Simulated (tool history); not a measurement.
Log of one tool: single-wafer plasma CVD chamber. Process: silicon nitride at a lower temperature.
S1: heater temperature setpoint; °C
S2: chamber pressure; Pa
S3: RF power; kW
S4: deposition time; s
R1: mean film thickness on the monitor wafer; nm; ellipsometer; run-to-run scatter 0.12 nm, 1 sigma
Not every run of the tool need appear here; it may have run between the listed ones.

{"run": 1, "hour": 0.0, "S1": 350, "S2": 141, "S3": 0.37, "S4": 16.7, "R1": 18.386}
{"run": 2, "hour": 5.2, "S1": 350, "S2": 149, "S3": 0.375, "S4": 16.7, "R1": 18.711}
{"run": 3, "hour": 12.6, "S1": 350, "S2": 164, "S3": 0.375, "S4": 16.7, "R1": 19.131}
{"run": 4, "hour": 18.3, "S1": 350, "S2": 164, "S3": 0.335, "S4": 16.7, "R1": 18.285}
{"run": 5, "hour": 25.3, "S1": 350, "S2": 164, "S3": 0.38, "S4": 16.7, "R1": 19.104}
{"run": 6, "hour": 29.5, "S1": 350, "S2": 167, "S3": 0.39, "S4": 16.7, "R1": 19.733}

What does the tool deliver on the next run?
{"run": 7, "hour": 35.1, "S1": 350, "S2": 171, "S3": 0.39, "S4": 16.7, "R1": "?"}

Run 7 measured R1 19.661 nm.
